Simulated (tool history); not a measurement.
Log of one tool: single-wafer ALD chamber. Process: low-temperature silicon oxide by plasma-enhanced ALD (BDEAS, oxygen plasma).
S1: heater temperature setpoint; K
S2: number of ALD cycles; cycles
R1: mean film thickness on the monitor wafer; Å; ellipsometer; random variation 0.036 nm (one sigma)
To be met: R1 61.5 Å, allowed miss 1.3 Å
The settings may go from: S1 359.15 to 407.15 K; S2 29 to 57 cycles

Run 1, hour 0: S1 383.15 K, S2 43 cycles. Result: R1 53.658 Å.
Run 2, hour 5.3: S1 377.15 K, S2 43 cycles. Result: R1 53.743 Å.
Run 3, hour 6.7: S1 377.15 K, S2 45 cycles. Result: R1 55.985 Å.
Run 4, hour 11.6: S1 377.15 K, S2 46 cycles. Result: R1 57.69 Å.
Run 5, hour 20.3: S1 377.15 K, S2 41 cycles. Result: R1 51.86 Å.
Run 6, hour 27.5: S1 381.15 K, S2 41 cycles. Result: R1 51.564 Å.
Run 7, hour 36.1: S1 381.15 K, S2 43 cycles. Result: R1 53.686 Å.
Run 8, hour 39.4: S1 381.15 K, S2 45 cycles. Result: R1 55.979 Å.
Run 9, hour 43.5: S1 381.15 K, S2 46 cycles. Result: R1 57.246 Å.
Run 10, hour 47.7: S1 381.15 K, S2 47 cycles. Result: R1 58.792 Å.

Which of these 4 next moves meets every target?
Run A, hour 51.9: S1 381.15 K, S2 46 cycles. Result: R1 ?.
Run B, hour 51.9: S1 382.15 K, S2 46 cycles. Result: R1 ?.
Run C, hour 51.9: S1 387.15 K, S2 50 cycles. Result: R1 ?.
Run D, hour 51.9: S1 381.15 K, S2 44 cycles. Result: R1 ?.

move      R1
   A  58.282
   B  58.174
   C  62.646
   D  55.748
A: further off than the last run
B: further off than the last run
C: meets every target
D: further off than the last run
Move C is the one to make.
